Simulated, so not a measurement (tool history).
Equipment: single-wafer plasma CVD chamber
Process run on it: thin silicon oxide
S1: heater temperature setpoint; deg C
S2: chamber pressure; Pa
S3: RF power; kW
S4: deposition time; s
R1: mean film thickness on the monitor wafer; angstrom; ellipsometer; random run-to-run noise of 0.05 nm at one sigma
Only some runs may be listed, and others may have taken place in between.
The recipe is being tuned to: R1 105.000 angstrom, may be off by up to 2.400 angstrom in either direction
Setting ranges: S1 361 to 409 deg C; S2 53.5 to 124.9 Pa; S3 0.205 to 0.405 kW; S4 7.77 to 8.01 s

Run 1, day 0.000: S1 385 deg C, S2 89.2 Pa, S3 0.305 kW, S4 7.77 s. Result: R1 125.460 angstrom.
Run 2, day 0.267: S1 385 deg C, S2 87.1 Pa, S3 0.305 kW, S4 7.77 s. Result: R1 122.930 angstrom.
Run 3, day 0.329: S1 385 deg C, S2 85.1 Pa, S3 0.305 kW, S4 7.77 s. Result: R1 120.030 angstrom.
Run 4, day 0.442: S1 379 deg C, S2 85.1 Pa, S3 0.305 kW, S4 7.77 s. Result: R1 121.940 angstrom.
Run 5, day 0.483: S1 371 deg C, S2 85.1 Pa, S3 0.305 kW, S4 7.77 s. Result: R1 121.840 angstrom.
Run 6, day 0.771: S1 371 deg C, S2 85.1 Pa, S3 0.290 kW, S4 7.77 s. Result: R1 118.510 angstrom.
Run 7, day 0.892: S1 371 deg C, S2 83.6 Pa, S3 0.290 kW, S4 7.77 s. Result: R1 116.260 angstrom.
Run 8, day 0.958: S1 371 deg C, S2 82.4 Pa, S3 0.290 kW, S4 7.77 s. Result: R1 116.410 angstrom.
Run 9, day 1.192: S1 371 deg C, S2 80.9 Pa, S3 0.290 kW, S4 7.77 s. Result: R1 113.720 angstrom.
Run 10, day 1.292: S1 371 deg C, S2 79.9 Pa, S3 0.290 kW, S4 7.77 s. Result: R1 111.080 angstrom.
Run 11, day 1.383: S1 371 deg C, S2 79.2 Pa, S3 0.290 kW, S4 7.77 s. Result: R1 111.340 angstrom.
Run 12, day 1.504: S1 371 deg C, S2 78.4 Pa, S3 0.290 kW, S4 7.77 s. Result: R1 110.250 angstrom.
Run 13, day 1.654: S1 371 deg C, S2 77.7 Pa, S3 0.290 kW, S4 7.77 s. Result: R1 108.640 angstrom.

Which single option among these 4 for the next run brings every result within its allowed miss of target? Just one does.
Run A, day 1.804: S1 370 deg C, S2 71.6 Pa, S3 0.280 kW, S4 7.93 s. Result: R1 ?.
Run B, day 1.804: S1 375 deg C, S2 77.2 Pa, S3 0.275 kW, S4 7.77 s. Result: R1 ?.
Run C, day 1.804: S1 385 deg C, S2 70.4 Pa, S3 0.305 kW, S4 7.77 s. Result: R1 ?.
Run D, day 1.804: S1 368 deg C, S2 66.0 Pa, S3 0.330 kW, S4 7.77 s. Result: R1 ?.

move       R1
   A  101.870
   B  106.140
   C  101.140
   D   99.549
A: carries the result that was furthest off beyond its target, to the other side
B: each result inside its tolerance
C: carries the result that was furthest off beyond its target, to the other side
D: carries the result that was furthest off beyond its target, to the other side
B is the move that brings every result within its allowed miss.
